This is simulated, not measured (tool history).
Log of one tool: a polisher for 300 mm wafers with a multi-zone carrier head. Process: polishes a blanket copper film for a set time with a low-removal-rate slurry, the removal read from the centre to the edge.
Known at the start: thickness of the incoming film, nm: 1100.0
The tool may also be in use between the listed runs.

| run | hour | flow of slurry (ml/min) | pressure of the head's centre zone | pressure of the head's middle zone | pressure of the head's edge zone | abrasive content of the slurry | polishing time (s) | film removed at the wafer's centre (nm) | film removed at mid-radius (nm) | film removed at the wafer's edge (nm) |
|---|---|---|---|---|---|---|---|---|---|---|
| 1 | 0 | 235 | 1 | 1 | 1 | 1 | 51 | 161.51 | 159.15 | 169.34 |
| 2 | 5.7 | 235 | 1 | 0.95 | 1 | 1 | 51 | 158.11 | 153.78 | 170.6 |
| 3 | 10 | 235 | 1.04 | 0.95 | 1 | 1 | 51 | 163.78 | 156.04 | 168.96 |
| 4 | 17.7 | 235 | 1.04 | 0.96 | 0.99 | 0.95 | 50 | 161.38 | 156.86 | 163.68 |
| 5 | 26.5 | 235 | 1.04 | 0.92 | 0.99 | 0.95 | 50 | 159.35 | 144.98 | 163.14 |
| 6 | 34.1 | 235 | 1.04 | 0.92 | 0.92 | 0.95 | 50 | 163.37 | 143.52 | 160.81 |
| 7 | 36.2 | 235 | 1.04 | 0.93 | 0.92 | 0.9 | 49 | 156.15 | 142.31 | 148.6 |
| 8 | 43.4 | 235 | 1.03 | 0.93 | 0.91 | 0.85 | 49 | 147.42 | 138.28 | 148 |
| 9 | 46.6 | 235 | 1.03 | 0.93 | 0.9 | 0.8 | 49 | 148.68 | 138.75 | 141.82 |
| 10 | 51.6 | 235 | 1.02 | 0.93 | 0.89 | 0.8 | 49 | 144.17 | 136.46 | 143.11 |
| 11 | 56.7 | 235 | 1.02 | 0.93 | 0.88 | 0.75 | 49 | 139.02 | 135.31 | 137.27 |

Run 12 comes next. What will it give?
|  | 59.7 | edge zone pressure recalibrated |
| 12 | 59.7 | 235 | 1.02 | 0.93 | 0.87 | 0.75 | 49 | ? | ? | ? |

{"run 12": {"film removed at the wafer's centre (nm)": 142.72, "film removed at mid-radius (nm)": 134.09, "film removed at the wafer's edge (nm)": 135.58}}

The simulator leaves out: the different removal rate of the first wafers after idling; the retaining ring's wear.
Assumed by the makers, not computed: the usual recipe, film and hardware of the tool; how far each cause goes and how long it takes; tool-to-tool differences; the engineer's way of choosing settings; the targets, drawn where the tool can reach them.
